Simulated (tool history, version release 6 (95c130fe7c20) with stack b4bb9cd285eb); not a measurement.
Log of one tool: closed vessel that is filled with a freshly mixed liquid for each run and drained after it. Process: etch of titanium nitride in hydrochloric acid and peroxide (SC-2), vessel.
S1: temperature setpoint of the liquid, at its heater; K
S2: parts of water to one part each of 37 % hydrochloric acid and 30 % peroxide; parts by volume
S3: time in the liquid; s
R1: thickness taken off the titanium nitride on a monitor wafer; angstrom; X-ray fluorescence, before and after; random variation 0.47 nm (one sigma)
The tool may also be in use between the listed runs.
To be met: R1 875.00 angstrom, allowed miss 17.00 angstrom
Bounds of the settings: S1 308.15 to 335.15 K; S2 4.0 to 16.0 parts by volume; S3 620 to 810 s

run	hour	S1	S2	S3	R1
1	0.0	319.15	9.0	810	178.23
2	3.9	319.15	9.0	620	136.73
3	7.8	319.15	12.0	620	106.39
4	15.4	319.15	12.0	810	141.03
5	16.4	323.65	12.0	810	189.75
6	17.6	325.65	10.5	810	245.03
7	24.3	327.15	9.5	810	291.37
# hour 26.1: thermometer replaced
8	26.1	328.65	8.5	810	390.66
9	30.0	335.15	6.0	810	771.97

5 next moves are on the table. One of them brings every result within its allowed miss. Which?
A	33.9	332.15	5.0	795	?
B	33.9	335.15	5.0	650	?
C	33.9	333.65	6.0	805	?
D	33.9	332.15	5.0	675	?
E	33.9	335.15	4.0	690	?

move	R1
A	708.32
B	698.66
C	689.60
D	601.41
E	865.27
A: further off than the last run
B: further off than the last run
C: further off than the last run
D: further off than the last run
E: meets every target
Answer: E
